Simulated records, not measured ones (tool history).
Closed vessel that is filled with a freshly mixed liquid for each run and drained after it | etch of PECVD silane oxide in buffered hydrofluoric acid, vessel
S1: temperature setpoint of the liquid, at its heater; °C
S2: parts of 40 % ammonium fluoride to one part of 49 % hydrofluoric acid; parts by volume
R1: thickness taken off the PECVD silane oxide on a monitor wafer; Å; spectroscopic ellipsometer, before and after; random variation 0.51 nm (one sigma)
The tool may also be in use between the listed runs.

{"run": 1, "hour": 0.0, "S1": 21.0, "S2": 22.5, "time in the liquid (s)": 105, "R1": 1000.8}
{"run": 2, "hour": 8.4, "S1": 21.0, "S2": 27.5, "time in the liquid (s)": 105, "R1": 876.99}
{"run": 3, "hour": 16.7, "S1": 21.0, "S2": 27.5, "time in the liquid (s)": 110, "R1": 921.5}
{"run": 4, "hour": 21.0, "S1": 20.0, "S2": 28.0, "time in the liquid (s)": 110, "R1": 861.78}
{"run": 5, "hour": 26.1, "S1": 20.0, "S2": 28.0, "time in the liquid (s)": 105, "R1": 811.21}
{"hour": 33.3, "done": "hydrofluoric acid flow meter replaced"}
{"run": 6, "hour": 33.3, "S1": 19.5, "S2": 28.5, "time in the liquid (s)": 105, "R1": 738.87}

The next listed run, before its measurement:
{"run": 7, "hour": 41.1, "S1": 19.5, "S2": 28.5, "time in the liquid (s)": 105, "R1": "?"}

{"run 7": {"R1": 744.08}}

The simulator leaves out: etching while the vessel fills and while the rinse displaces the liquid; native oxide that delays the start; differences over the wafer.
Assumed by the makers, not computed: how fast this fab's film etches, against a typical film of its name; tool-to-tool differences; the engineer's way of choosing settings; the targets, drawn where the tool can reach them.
